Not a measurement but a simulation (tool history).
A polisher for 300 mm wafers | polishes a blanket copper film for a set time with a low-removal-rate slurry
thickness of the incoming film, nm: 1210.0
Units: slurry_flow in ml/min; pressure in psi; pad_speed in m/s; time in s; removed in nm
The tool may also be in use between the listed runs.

{"run": 1, "hour": 0.0, "slurry_flow": 305, "pressure": 2.7, "pad_speed": 1.22, "slurry_solids": 1, "time": 128, "removed": 459.04}
{"run": 2, "hour": 5.9, "slurry_flow": 305, "pressure": 3, "pad_speed": 1.24, "slurry_solids": 1, "time": 128, "removed": 489.78}
{"run": 3, "hour": 11.6, "slurry_flow": 305, "pressure": 3.2, "pad_speed": 1.24, "slurry_solids": 1, "time": 128, "removed": 532.54}
{"run": 4, "hour": 18.0, "slurry_flow": 305, "pressure": 3.4, "pad_speed": 1.26, "slurry_solids": 1, "time": 128, "removed": 569.18}
{"run": 5, "hour": 20.0, "slurry_flow": 370, "pressure": 3.4, "pad_speed": 1.26, "slurry_solids": 1, "time": 128, "removed": 571}
{"run": 6, "hour": 23.9, "slurry_flow": 370, "pressure": 3.6, "pad_speed": 1.26, "slurry_solids": 1, "time": 128, "removed": 614.33}
{"run": 7, "hour": 26.0, "slurry_flow": 370, "pressure": 3.7, "pad_speed": 1.26, "slurry_solids": 1, "time": 128, "removed": 628.22}
{"run": 8, "hour": 26.9, "slurry_flow": 370, "pressure": 3.8, "pad_speed": 1.26, "slurry_solids": 1, "time": 128, "removed": 641.39}

The next listed run, before its measurement:
{"run": 9, "hour": 30.3, "slurry_flow": 370, "pressure": 3.9, "pad_speed": 1.26, "slurry_solids": 1, "time": 128, "removed": "?"}

{"run 9": {"removed": 644.33}}

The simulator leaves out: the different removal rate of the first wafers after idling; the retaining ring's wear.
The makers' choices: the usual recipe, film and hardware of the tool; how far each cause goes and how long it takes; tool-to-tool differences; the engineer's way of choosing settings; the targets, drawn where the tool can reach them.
